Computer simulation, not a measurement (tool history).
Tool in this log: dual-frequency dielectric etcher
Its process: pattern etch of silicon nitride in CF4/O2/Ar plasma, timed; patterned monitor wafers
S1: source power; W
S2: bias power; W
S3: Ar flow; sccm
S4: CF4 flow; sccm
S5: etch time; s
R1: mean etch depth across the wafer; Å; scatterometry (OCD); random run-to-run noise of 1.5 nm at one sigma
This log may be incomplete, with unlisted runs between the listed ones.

Run 1, hour 0: S1 390 W, S2 55 W, S3 88 sccm, S4 116 sccm, S5 199.5 s. Result: R1 3537 Å.
Run 2, hour 5.3: S1 350 W, S2 55 W, S3 88 sccm, S4 116 sccm, S5 199.5 s. Result: R1 3291.6 Å.
Run 3, hour 9.3: S1 350 W, S2 62 W, S3 88 sccm, S4 116 sccm, S5 199.5 s. Result: R1 3517.8 Å.
Run 4, hour 18.2: S1 350 W, S2 62 W, S3 77 sccm, S4 116 sccm, S5 199.5 s. Result: R1 3547.1 Å.
Run 5, hour 25.6: S1 330 W, S2 60 W, S3 78 sccm, S4 115 sccm, S5 199.5 s. Result: R1 3352.3 Å.
Run 6, hour 30.8: S1 330 W, S2 65 W, S3 78 sccm, S4 115 sccm, S5 199.5 s. Result: R1 3479.8 Å.
Run 7, hour 37.8: S1 310 W, S2 62 W, S3 79 sccm, S4 114 sccm, S5 199.5 s. Result: R1 3305.9 Å.
Run 8, hour 39.9: S1 290 W, S2 59 W, S3 80 sccm, S4 113 sccm, S5 199.5 s. Result: R1 3046.3 Å.
Run 9, hour 44.4: S1 280 W, S2 58 W, S3 80 sccm, S4 113 sccm, S5 199.5 s. Result: R1 2954.7 Å.
Run 10, hour 50.7: S1 270 W, S2 57 W, S3 80 sccm, S4 113 sccm, S5 199.5 s. Result: R1 2873.8 Å.
Run 11, hour 58.8: S1 260 W, S2 56 W, S3 80 sccm, S4 113 sccm, S5 199.5 s. Result: R1 2747.2 Å.
Run 12, hour 66.1: S1 250 W, S2 56 W, S3 80 sccm, S4 113 sccm, S5 199.5 s. Result: R1 2728.4 Å.

For run 13, what comes out?
Run 13, hour 69.2: S1 250 W, S2 55 W, S3 80 sccm, S4 113 sccm, S5 199.5 s. Result: R1 ?.

R1: 2692.5 Å
